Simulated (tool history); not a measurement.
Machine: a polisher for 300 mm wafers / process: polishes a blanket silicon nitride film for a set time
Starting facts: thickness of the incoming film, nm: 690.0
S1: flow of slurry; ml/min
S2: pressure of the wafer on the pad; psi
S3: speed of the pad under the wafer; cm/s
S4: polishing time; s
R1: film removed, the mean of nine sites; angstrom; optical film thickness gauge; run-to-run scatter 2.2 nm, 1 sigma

| run | hour | S1 | S2 | S3 | S4 | R1 |
|---|---|---|---|---|---|---|
| 1 | 0 | 270 | 4.8 | 96 | 33 | 829.27 |
| 2 | 7 | 270 | 5.4 | 98 | 33 | 945.37 |
| 3 | 7.8 | 325 | 5.4 | 98 | 33 | 981.06 |
| 4 | 15.7 | 325 | 5.4 | 114 | 33 | 1076 |
|  | 18.6 | worn pad replaced by a new one |
| 5 | 18.6 | 325 | 5.4 | 96 | 33 | 1028.3 |
| 6 | 23.7 | 340 | 5.7 | 98 | 33 | 1079.5 |

Run 7 is up next; what results do you expect?
| 7 | 30.6 | 345 | 6 | 98 | 33 | ? |

Run 7 came out at R1 1146.6 angstrom.
